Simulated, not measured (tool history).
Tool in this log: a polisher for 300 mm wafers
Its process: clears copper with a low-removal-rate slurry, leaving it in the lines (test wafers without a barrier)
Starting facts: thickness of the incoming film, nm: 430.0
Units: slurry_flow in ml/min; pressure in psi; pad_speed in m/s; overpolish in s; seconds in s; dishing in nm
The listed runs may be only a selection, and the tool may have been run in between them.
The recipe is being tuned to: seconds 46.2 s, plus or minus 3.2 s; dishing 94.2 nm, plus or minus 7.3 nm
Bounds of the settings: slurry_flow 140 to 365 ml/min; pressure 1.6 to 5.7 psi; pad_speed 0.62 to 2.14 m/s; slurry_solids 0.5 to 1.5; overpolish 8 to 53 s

run  hour  slurry_flow  pressure  pad_speed  slurry_solids  overpolish  seconds  dishing
  1     0          235       3.6       1.38              1          27   71.102   83.779
  2   3.7          235         4        1.4              1          24   63.456   83.697
  3  10.3          235       4.3       1.42              1          23   55.998   88.715
  4  16.9          235       4.5       1.42              1          22   57.066   86.997
  5  22.5          235         4       1.42              1          22   63.979   79.445
  6  28.6          235         4       1.42              1          16   61.919    63.65
  7  30.8          235       4.4       1.44              1          17   57.348   70.554
  8    39          235       4.7       1.46              1          18   53.325   79.208
  9  47.1          235       4.9       1.46              1          18   50.289   82.946

Which one of the following 4 next-run settings gets every result inside its allowed miss? There is exactly one.
  A  55.2          240       4.6        1.4           1.05          27        ?        ?
  B  55.2          245       5.4       1.48            0.9          14        ?        ?
  C  55.2          210       4.9       1.64            0.9          20        ?        ?
  D  55.2          170         5       1.52            0.8          23        ?        ?

move  seconds  dishing
   A   54.319    100.7
   B   45.094   74.004
   C   45.784   93.434
   D   51.012    95.59
A: the worst result of the last run now meets its target, but another is out of spec
B: misses by more than the last run did
C: every result within its allowed miss
D: the worst result of the last run now meets its target, but another is out of spec
Move C is the one to make.
